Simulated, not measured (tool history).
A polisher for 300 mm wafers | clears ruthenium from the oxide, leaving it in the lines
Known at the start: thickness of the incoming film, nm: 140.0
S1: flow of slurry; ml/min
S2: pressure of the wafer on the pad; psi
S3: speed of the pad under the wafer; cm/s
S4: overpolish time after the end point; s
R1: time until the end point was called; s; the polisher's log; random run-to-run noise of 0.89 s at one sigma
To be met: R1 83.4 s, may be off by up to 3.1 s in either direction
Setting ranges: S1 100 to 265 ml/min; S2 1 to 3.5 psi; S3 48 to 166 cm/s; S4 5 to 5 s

run	hour	S1	S2	S3	S4	R1
1	0	170	2.2	106	5	109.01
2	8.4	145	2.2	106	5	111.78
3	11.4	145	2.2	106	5	110.55
4	17.9	145	2.2	84	5	129.67
5	22.1	185	2.2	84	5	123.8
6	27.4	190	2.4	84	5	114.69
7	28.3	195	2.6	84	5	107.14
8	30.9	200	2.7	84	5	101.82
9	32.6	205	2.8	84	5	95.48
10	41.5	210	2.9	84	5	95.383
11	48.7	210	3	84	5	90.648
12	57.6	215	3	84	5	91.31
13	62.8	215	3.1	84	5	86.547
14	66.9	215	3.1	84	5	88.885
15	75.2	220	3.1	84	5	89.141

Which single option among these 4 for the next run brings every result within its allowed miss of target? Just one does.
A	83.5	220	3.2	70	5	?
B	83.5	250	3.1	80	5	?
C	83.5	260	3.1	76	5	?
D	83.5	240	3.3	82	5	?

move	R1
A	95.546
B	88.991
C	91.668
D	82.716
A: lands further from the targets than the last run did
B: no better and no worse than the last run
C: lands further from the targets than the last run did
D: each result inside its tolerance
Go with D: it meets all targets.
